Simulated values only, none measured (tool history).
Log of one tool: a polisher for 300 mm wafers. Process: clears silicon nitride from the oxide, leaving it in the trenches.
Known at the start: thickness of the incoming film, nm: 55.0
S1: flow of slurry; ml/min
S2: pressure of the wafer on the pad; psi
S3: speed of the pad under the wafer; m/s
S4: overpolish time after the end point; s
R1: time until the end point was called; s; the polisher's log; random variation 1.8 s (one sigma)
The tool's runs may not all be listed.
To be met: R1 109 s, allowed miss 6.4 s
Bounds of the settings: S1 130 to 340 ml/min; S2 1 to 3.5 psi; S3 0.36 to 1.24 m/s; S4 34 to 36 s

run  hour   S1   S2    S3  S4      R1
  1     0  220  2.2   0.8  34  79.983
  2   5.4  220  2.2  0.72  34   88.33
  3  10.8  220  2.2  0.72  34  86.007
  4  18.4  220  2.2  0.62  34  106.02
  5  20.4  220  2.2   0.8  34  79.491
  6  28.9  220  2.2  0.88  34  72.513
  7  31.7  220  2.1  0.88  34   74.72
  8  36.7  220    2  0.88  34  77.191
  9  40.6  220  1.4  0.84  34  98.654

5 next moves are on the table. One of them brings every result within its allowed miss. Which?
  A  44.5  250  1.4  0.94  36   ?
  B  44.5  185  1.3  0.84  36   ?
  C  44.5  155  1.5  0.96  34   ?
  D  44.5  195  1.4  0.92  36   ?
  E  44.5  210  1.2  0.74  34   ?

move      R1
   A  87.824
   B  106.13
   C  89.114
   D  92.666
   E  122.62
A: further off than the last run
B: meets every target
C: further off than the last run
D: further off than the last run
E: takes the result that was furthest off past its target
Answer: B
